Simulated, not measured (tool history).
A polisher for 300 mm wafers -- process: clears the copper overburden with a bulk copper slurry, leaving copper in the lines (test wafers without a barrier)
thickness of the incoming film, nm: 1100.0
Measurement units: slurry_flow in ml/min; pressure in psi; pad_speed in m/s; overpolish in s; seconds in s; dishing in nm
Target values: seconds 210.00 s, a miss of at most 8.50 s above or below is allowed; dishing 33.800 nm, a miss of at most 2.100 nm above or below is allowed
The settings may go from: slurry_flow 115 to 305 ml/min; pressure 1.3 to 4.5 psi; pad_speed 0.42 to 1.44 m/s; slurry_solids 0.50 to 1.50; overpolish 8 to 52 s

Run 1, day 0.000: slurry_flow 195 ml/min, pressure 2.9 psi, pad_speed 0.92 m/s, slurry_solids 1.00, overpolish 26 s. Result: seconds 162.50 s, dishing 91.320 nm.
Run 2, day 0.333: slurry_flow 195 ml/min, pressure 2.7 psi, pad_speed 0.94 m/s, slurry_solids 1.00, overpolish 24 s. Result: seconds 173.16 s, dishing 81.922 nm.
Run 3, day 0.504: slurry_flow 195 ml/min, pressure 3.3 psi, pad_speed 0.94 m/s, slurry_solids 1.00, overpolish 24 s. Result: seconds 142.62 s, dishing 92.427 nm.
Run 4, day 0.800: slurry_flow 185 ml/min, pressure 3.1 psi, pad_speed 0.98 m/s, slurry_solids 0.95, overpolish 22 s. Result: seconds 148.34 s, dishing 85.486 nm.
Run 5, day 1.012: slurry_flow 175 ml/min, pressure 2.9 psi, pad_speed 1.02 m/s, slurry_solids 0.90, overpolish 20 s. Result: seconds 152.40 s, dishing 82.416 nm.
At day 1.108: slurry nozzle cleaned.
Run 6, day 1.108: slurry_flow 190 ml/min, pressure 2.7 psi, pad_speed 1.02 m/s, slurry_solids 0.95, overpolish 19 s. Result: seconds 155.52 s, dishing 77.192 nm.
Run 7, day 1.204: slurry_flow 205 ml/min, pressure 2.5 psi, pad_speed 1.00 m/s, slurry_solids 1.00, overpolish 18 s. Result: seconds 168.50 s, dishing 70.564 nm.
Run 8, day 1.512: slurry_flow 215 ml/min, pressure 2.4 psi, pad_speed 1.00 m/s, slurry_solids 1.05, overpolish 17 s. Result: seconds 174.17 s, dishing 67.550 nm.
Run 9, day 1.729: slurry_flow 225 ml/min, pressure 2.3 psi, pad_speed 1.00 m/s, slurry_solids 1.10, overpolish 16 s. Result: seconds 178.23 s, dishing 62.633 nm.
Run 10, day 1.825: slurry_flow 280 ml/min, pressure 1.5 psi, pad_speed 1.04 m/s, slurry_solids 1.35, overpolish 8 s. Result: seconds 236.55 s, dishing 31.063 nm.
Run 11, day 1.896: slurry_flow 280 ml/min, pressure 1.8 psi, pad_speed 1.06 m/s, slurry_solids 1.40, overpolish 8 s. Result: seconds 201.71 s, dishing 36.514 nm.
Run 12, day 1.996: slurry_flow 280 ml/min, pressure 1.8 psi, pad_speed 1.06 m/s, slurry_solids 1.40, overpolish 8 s. Result: seconds 194.38 s, dishing 35.744 nm.

Exactly one of the 4 candidate moves below puts every result within its allowed miss. Which one?
Run A, day 2.096: slurry_flow 290 ml/min, pressure 1.7 psi, pad_speed 1.16 m/s, slurry_solids 1.25, overpolish 8 s. Result: seconds ?, dishing ?.
Run B, day 2.096: slurry_flow 305 ml/min, pressure 1.7 psi, pad_speed 1.20 m/s, slurry_solids 1.50, overpolish 8 s. Result: seconds ?, dishing ?.
Run C, day 2.096: slurry_flow 290 ml/min, pressure 1.4 psi, pad_speed 1.26 m/s, slurry_solids 1.50, overpolish 8 s. Result: seconds ?, dishing ?.
Run D, day 2.096: slurry_flow 305 ml/min, pressure 2.2 psi, pad_speed 0.94 m/s, slurry_solids 1.35, overpolish 8 s. Result: seconds ?, dishing ?.

move  seconds  dishing
   A   196.87   36.041
   B   185.53   37.737
   C   208.84   33.903
   D   185.88   38.436
A: an improvement on the last run, though not all results are within tolerance
B: misses by more than the last run did
C: every result within its allowed miss
D: misses by more than the last run did
C meets every target.
